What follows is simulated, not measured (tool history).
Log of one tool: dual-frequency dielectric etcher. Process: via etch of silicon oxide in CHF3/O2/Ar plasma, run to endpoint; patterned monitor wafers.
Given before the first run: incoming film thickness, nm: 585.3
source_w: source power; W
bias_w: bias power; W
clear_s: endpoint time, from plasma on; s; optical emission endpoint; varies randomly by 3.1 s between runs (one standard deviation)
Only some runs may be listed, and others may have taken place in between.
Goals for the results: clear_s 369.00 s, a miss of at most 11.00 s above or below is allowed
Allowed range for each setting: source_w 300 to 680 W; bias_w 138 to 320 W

run	hour	source_w	bias_w	clear_s
1	0.0	490	229	284.88
2	1.7	570	229	266.73
3	8.4	570	246	259.41
4	10.9	570	281	236.38
5	16.8	530	281	249.92
6	19.4	530	264	254.07
7	25.5	510	251	268.20
8	29.8	490	241	278.52
9	31.4	470	233	292.25
10	38.4	450	228	304.59
11	39.0	430	225	307.68
12	42.0	420	221	323.62
13	44.0	410	220	320.21
14	51.8	400	218	328.32
15	58.0	390	217	327.09
16	64.3	380	214	341.88
17	66.9	370	213	345.17
18	75.3	300	194	405.13
19	76.9	310	195	399.14
20	81.9	390	211	335.17

Consider the 4 candidate settings below. Which is the only one whose results all fall within their allowed miss of target?
A	86.9	430	217	?
B	86.9	330	197	?
C	86.9	320	212	?
D	86.9	530	210	?

move	clear_s
A	318.75
B	386.77
C	375.89
D	294.15
A: lands further from the targets than the last run did
B: takes the result that was furthest off past its target
C: in spec on every target
D: lands further from the targets than the last run did
C meets every target.
